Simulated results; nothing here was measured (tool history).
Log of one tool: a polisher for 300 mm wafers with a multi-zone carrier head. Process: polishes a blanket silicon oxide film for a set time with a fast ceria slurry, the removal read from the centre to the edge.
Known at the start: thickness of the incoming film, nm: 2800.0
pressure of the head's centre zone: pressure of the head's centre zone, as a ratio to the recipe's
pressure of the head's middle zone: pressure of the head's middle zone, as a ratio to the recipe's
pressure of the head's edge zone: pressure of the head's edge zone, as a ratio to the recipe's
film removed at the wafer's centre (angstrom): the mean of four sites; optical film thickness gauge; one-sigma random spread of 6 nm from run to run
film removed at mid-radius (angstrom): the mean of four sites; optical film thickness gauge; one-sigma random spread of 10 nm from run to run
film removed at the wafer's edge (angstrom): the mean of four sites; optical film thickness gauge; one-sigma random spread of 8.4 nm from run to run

run	hour	flow of slurry (ml/min)	pressure of the head's centre zone	pressure of the head's middle zone	pressure of the head's edge zone	polishing time (s)	film removed at the wafer's centre (angstrom)	film removed at mid-radius (angstrom)	film removed at the wafer's edge (angstrom)
1	0.0	315	1.00	1.00	1.00	53	8035.9	7778.5	7786.6
2	6.5	325	1.03	1.02	1.01	54	8358.0	8190.4	7921.3
3	9.6	330	1.06	1.02	1.02	55	8925.5	8172.2	8059.2
4	12.3	335	1.07	1.04	1.03	56	9075.0	8657.7	8433.8
5	18.3	340	1.09	1.05	1.02	56	9353.8	8808.8	8343.2
6	24.9	340	1.09	1.05	1.02	67	11050.0	10405.0	10067.0
7	28.7	335	1.08	1.03	0.98	66	10840.0	10212.0	9554.6
8	36.1	330	1.07	1.01	0.96	65	10486.0	9767.0	9280.8
9	44.6	325	1.06	1.00	0.94	65	10449.0	9725.7	9370.6
10	50.1	325	1.06	1.00	0.92	64	10187.0	9514.0	9110.0
11	51.9	325	1.06	1.00	0.90	63	10068.0	9405.7	8843.5

Run 12 comes next. What will it give?
12	52.8	320	1.06	0.99	0.89	63	?	?	?

For run 12 the tool returned film removed at the wafer's centre (angstrom) 10062.0, film removed at mid-radius (angstrom) 9360.9, film removed at the wafer's edge (angstrom) 8780.2.
